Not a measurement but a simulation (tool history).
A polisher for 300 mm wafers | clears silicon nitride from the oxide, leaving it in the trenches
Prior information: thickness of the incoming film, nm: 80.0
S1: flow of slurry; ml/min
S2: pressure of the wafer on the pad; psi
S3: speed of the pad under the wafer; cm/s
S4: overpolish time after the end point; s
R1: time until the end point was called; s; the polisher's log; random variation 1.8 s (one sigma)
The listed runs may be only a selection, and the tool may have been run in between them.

Run 1, hour 0: S1 240 ml/min, S2 1.7 psi, S3 112 cm/s, S4 11 s. Result: R1 134.79 s.
Run 2, hour 8.9: S1 240 ml/min, S2 1.7 psi, S3 112 cm/s, S4 11 s. Result: R1 135.18 s.
Run 3, hour 15.2: S1 240 ml/min, S2 1.5 psi, S3 112 cm/s, S4 11 s. Result: R1 153.14 s.
Run 4, hour 22.6: S1 240 ml/min, S2 1.9 psi, S3 112 cm/s, S4 11 s. Result: R1 123.02 s.
Run 5, hour 26.9: S1 240 ml/min, S2 1.6 psi, S3 112 cm/s, S4 11 s. Result: R1 144.35 s.
Run 6, hour 28.5: S1 240 ml/min, S2 1.4 psi, S3 112 cm/s, S4 11 s. Result: R1 162.9 s.
Run 7, hour 33.7: S1 240 ml/min, S2 1.3 psi, S3 112 cm/s, S4 11 s. Result: R1 177.43 s.
Run 8, hour 39.4: S1 240 ml/min, S2 1.2 psi, S3 112 cm/s, S4 11 s. Result: R1 190.12 s.

Run 9 comes next. What will it give?
Run 9, hour 46.6: S1 240 ml/min, S2 1.2 psi, S3 112 cm/s, S4 11 s. Result: R1 ?.

{"run 9": {"R1": 189.85}}
